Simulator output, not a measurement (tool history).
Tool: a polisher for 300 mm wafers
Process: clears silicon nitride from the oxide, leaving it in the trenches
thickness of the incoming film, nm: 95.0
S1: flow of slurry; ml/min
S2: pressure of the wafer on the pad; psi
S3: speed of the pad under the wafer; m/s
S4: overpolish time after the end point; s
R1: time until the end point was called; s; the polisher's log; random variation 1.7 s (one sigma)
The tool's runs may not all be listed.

run 1 day=0 | S1=220 S2=2.6 S3=1.18 S4=48 | R1=118.75
run 2 day=0.1 | S1=220 S2=2.6 S3=1.02 S4=48 | R1=131.6
run 3 day=0.317 | S1=220 S2=2.9 S3=1.04 S4=48 | R1=113.75
run 4 day=0.625 | S1=220 S2=3.1 S3=1.06 S4=48 | R1=108.65
run 5 day=0.892 | S1=220 S2=3.1 S3=1.06 S4=48 | R1=105.88
run 6 day=1.15 | S1=220 S2=3.1 S3=0.78 S4=48 | R1=141.54

The next listed run, before its measurement:
run 7 day=1.442 | S1=220 S2=3.4 S3=0.84 S4=48 | R1=?

{"run 7": {"R1": 124.81}}
